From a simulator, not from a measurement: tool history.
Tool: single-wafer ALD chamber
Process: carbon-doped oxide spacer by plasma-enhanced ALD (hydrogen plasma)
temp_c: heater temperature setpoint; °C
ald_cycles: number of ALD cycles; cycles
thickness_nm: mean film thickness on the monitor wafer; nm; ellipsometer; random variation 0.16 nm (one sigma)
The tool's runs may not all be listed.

{"run": 1, "hour": 0.0, "temp_c": 385, "ald_cycles": 663, "thickness_nm": 30.152}
{"run": 2, "hour": 7.8, "temp_c": 385, "ald_cycles": 673, "thickness_nm": 30.703}
{"run": 3, "hour": 11.6, "temp_c": 385, "ald_cycles": 627, "thickness_nm": 28.633}
{"run": 4, "hour": 12.4, "temp_c": 385, "ald_cycles": 556, "thickness_nm": 25.386}
{"run": 5, "hour": 15.9, "temp_c": 385, "ald_cycles": 520, "thickness_nm": 23.731}
{"run": 6, "hour": 18.3, "temp_c": 381, "ald_cycles": 520, "thickness_nm": 23.762}

Run 7 comes next. What will it give?
{"run": 7, "hour": 20.8, "temp_c": 381, "ald_cycles": 544, "thickness_nm": "?"}

thickness_nm: 24.730 nm
